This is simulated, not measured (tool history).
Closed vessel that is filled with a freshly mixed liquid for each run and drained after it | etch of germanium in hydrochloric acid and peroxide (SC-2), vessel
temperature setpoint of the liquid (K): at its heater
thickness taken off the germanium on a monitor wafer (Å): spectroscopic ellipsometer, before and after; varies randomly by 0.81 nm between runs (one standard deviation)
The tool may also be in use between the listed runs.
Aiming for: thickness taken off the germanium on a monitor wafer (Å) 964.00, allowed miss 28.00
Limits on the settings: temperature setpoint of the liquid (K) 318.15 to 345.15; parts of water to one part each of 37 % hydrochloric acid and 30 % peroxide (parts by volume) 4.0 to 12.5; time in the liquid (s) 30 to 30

run,hour,temperature setpoint of the liquid (K),parts of water to one part each of 37 % hydrochloric acid and 30 % peroxide (parts by volume),time in the liquid (s),thickness taken off the germanium on a monitor wafer (Å)
1,0.0,334.15,7.0,30,781.87
2,7.8,334.15,7.0,30,766.32
3,9.9,334.15,5.5,30,779.05
4,17.0,334.15,6.5,30,784.16
5,25.7,336.15,6.5,30,815.84
6,32.0,338.15,6.5,30,857.69
# hour 36.6: thermometer replaced
7,36.6,339.65,6.5,30,869.97
8,38.6,341.15,6.5,30,918.68
9,45.0,341.65,6.5,30,928.03

Of the 4 settings listed for the next run, only one would bring every result within its allowed miss of target. Which one?
A,51.4,345.15,7.0,30,?
B,51.4,345.15,4.0,30,?
C,51.4,345.15,6.0,30,?
D,51.4,342.65,6.5,30,?

move,thickness taken off the germanium on a monitor wafer (Å)
A,1027.50
B,1055.90
C,1038.60
D,963.53
A: pushes the last run's worst result past its target
B: pushes the last run's worst result past its target
C: pushes the last run's worst result past its target
D: hits every target within its allowed miss
Correct choice: D, which meets every target

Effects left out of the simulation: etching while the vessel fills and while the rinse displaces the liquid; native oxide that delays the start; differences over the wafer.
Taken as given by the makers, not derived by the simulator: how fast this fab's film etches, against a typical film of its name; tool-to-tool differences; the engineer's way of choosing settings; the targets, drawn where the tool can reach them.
